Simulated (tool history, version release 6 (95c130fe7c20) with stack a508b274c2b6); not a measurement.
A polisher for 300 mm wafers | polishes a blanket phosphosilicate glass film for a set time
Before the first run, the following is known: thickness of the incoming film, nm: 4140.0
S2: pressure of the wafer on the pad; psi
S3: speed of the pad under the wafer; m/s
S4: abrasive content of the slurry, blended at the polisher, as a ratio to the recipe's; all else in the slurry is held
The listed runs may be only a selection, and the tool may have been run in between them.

{"run": 1, "hour": 0.0, "flow of slurry (ml/min)": 190, "S2": 2.9, "S3": 0.9, "S4": 1.0, "polishing time (s)": 58, "film removed (nm)": 483.13}
{"run": 2, "hour": 0.9, "flow of slurry (ml/min)": 195, "S2": 3.1, "S3": 0.9, "S4": 1.0, "polishing time (s)": 58, "film removed (nm)": 508.99}
{"run": 3, "hour": 1.6, "flow of slurry (ml/min)": 195, "S2": 3.1, "S3": 0.9, "S4": 1.0, "polishing time (s)": 61, "film removed (nm)": 538.08}
{"run": 4, "hour": 3.8, "flow of slurry (ml/min)": 195, "S2": 3.4, "S3": 0.9, "S4": 1.0, "polishing time (s)": 61, "film removed (nm)": 585.23}
{"run": 5, "hour": 5.0, "flow of slurry (ml/min)": 195, "S2": 3.5, "S3": 0.9, "S4": 1.0, "polishing time (s)": 61, "film removed (nm)": 605.74}
{"run": 6, "hour": 5.8, "flow of slurry (ml/min)": 195, "S2": 3.6, "S3": 0.9, "S4": 1.0, "polishing time (s)": 61, "film removed (nm)": 618.84}
{"run": 7, "hour": 14.1, "flow of slurry (ml/min)": 195, "S2": 3.7, "S3": 0.9, "S4": 1.0, "polishing time (s)": 61, "film removed (nm)": 634.86}

For run 8, what comes out?
{"run": 8, "hour": 20.6, "flow of slurry (ml/min)": 195, "S2": 3.8, "S3": 0.9, "S4": 1.0, "polishing time (s)": 61, "film removed (nm)": "?"}

Run 8 yielded film removed (nm) 652.24.
